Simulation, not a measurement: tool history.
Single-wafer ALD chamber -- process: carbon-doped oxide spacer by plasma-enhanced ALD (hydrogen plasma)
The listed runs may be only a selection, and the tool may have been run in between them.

run,day,heater temperature setpoint (°C),number of ALD cycles (cycles),mean film thickness on the monitor wafer (nm)
1,0,415,479,20.628
2,0.25,419,479,20.324
3,0.283,415,479,20.535
4,0.554,415,526,22.529
5,0.808,425,526,21.768
6,0.833,425,595,24.709
7,0.971,427,563,23.153
8,1.017,428,535,21.839
9,1.362,429,512,20.904
10,1.446,430,492,19.986
11,1.525,430,492,20.049
12,1.804,431,475,19.246
13,1.875,432,461,18.689
14,1.917,433,449,18.041
15,2.046,434,440,17.654
16,2.192,435,433,17.216
17,2.396,435,427,17.04
18,2.646,435,422,16.845

Run 19 is up next; what results do you expect?
19,2.738,435,418,?

{"run 19": {"mean film thickness on the monitor wafer (nm)": 16.579}}

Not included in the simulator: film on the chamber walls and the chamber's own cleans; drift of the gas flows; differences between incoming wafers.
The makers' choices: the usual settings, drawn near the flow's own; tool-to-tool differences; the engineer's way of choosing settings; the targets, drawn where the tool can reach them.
